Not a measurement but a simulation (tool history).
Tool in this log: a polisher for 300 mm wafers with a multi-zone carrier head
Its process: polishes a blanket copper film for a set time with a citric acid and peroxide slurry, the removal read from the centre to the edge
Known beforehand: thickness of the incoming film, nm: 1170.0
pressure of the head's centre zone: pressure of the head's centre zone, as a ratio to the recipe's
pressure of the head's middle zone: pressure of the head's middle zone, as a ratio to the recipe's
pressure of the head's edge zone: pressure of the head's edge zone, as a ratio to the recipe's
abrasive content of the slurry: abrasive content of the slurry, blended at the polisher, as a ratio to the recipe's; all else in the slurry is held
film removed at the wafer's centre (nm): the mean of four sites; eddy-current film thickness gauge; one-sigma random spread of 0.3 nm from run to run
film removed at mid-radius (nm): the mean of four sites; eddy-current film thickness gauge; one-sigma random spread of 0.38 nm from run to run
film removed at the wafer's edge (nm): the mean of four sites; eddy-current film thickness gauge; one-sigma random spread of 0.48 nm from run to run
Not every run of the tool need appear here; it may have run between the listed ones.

run	hour	flow of slurry (ml/min)	pressure of the head's centre zone	pressure of the head's middle zone	pressure of the head's edge zone	abrasive content of the slurry	polishing time (s)	film removed at the wafer's centre (nm)	film removed at mid-radius (nm)	film removed at the wafer's edge (nm)
1	0	170	1	1	1	1	32	49.173	51.109	51.174
2	2.9	170	1	0.93	1	1	32	49.279	49.269	51.064
3	3.8	170	1	0.93	0.95	1	32	49.597	48.13	50.567
4	11.4	160	0.94	0.98	0.94	0.85	31	42.33	47.658	47.236
5	17.3	155	0.91	0.99	0.92	0.75	31	39.909	46.126	43.98
6	24.4	155	0.84	0.99	0.92	0.75	31	36.414	46.829	44.583

Run 7 comes next. What will it give?
7	31.8	145	0.83	0.99	0.91	0.7	31	?	?	?

{"run 7": {"film removed at the wafer's centre (nm)": 35.25, "film removed at mid-radius (nm)": 45.205, "film removed at the wafer's edge (nm)": 44.251}}

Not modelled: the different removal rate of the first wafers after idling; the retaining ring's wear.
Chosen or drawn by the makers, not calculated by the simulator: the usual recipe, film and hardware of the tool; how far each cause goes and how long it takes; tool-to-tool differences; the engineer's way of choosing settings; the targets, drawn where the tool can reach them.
